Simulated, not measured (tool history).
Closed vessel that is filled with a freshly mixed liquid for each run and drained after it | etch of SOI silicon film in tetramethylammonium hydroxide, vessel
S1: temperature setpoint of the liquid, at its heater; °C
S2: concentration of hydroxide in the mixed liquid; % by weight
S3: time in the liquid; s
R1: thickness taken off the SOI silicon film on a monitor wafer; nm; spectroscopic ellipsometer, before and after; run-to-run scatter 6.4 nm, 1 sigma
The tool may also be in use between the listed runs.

run  hour    S1    S2   S3      R1
  1     0    65  12.5   90  409.68
  2   6.4    65  12.5  100  451.12
  3    10    66  12.5  100  487.49
  4  13.5    66  12.5  100  489.26
  5  18.4    66  12.5  100  477.48
  6  23.3    66  10.5  100  514.01
  7  27.4  66.5  10.5  100  531.99

What does the tool deliver on the next run?
  8  31.1  67  10.5  100   ?

Run 8 gave R1 550.1 nm.

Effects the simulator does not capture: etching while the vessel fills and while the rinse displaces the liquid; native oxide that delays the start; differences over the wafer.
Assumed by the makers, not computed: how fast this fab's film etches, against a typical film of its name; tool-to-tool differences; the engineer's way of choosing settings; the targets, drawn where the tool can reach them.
